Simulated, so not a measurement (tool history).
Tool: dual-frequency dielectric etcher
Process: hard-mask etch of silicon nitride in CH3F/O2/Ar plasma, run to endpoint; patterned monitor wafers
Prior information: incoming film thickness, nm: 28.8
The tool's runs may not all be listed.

run,day,source power (W),bias power (W),endpoint time (s)
1,0,410,66,44.445
2,0.229,360,66,46.434
3,0.312,380,67,45.884
4,0.346,330,67,47.747
5,0.567,280,67,50.736
6,0.825,250,67,53.819

What will run 7 give?
7,1.175,330,75,?

endpoint time (s): 46.282
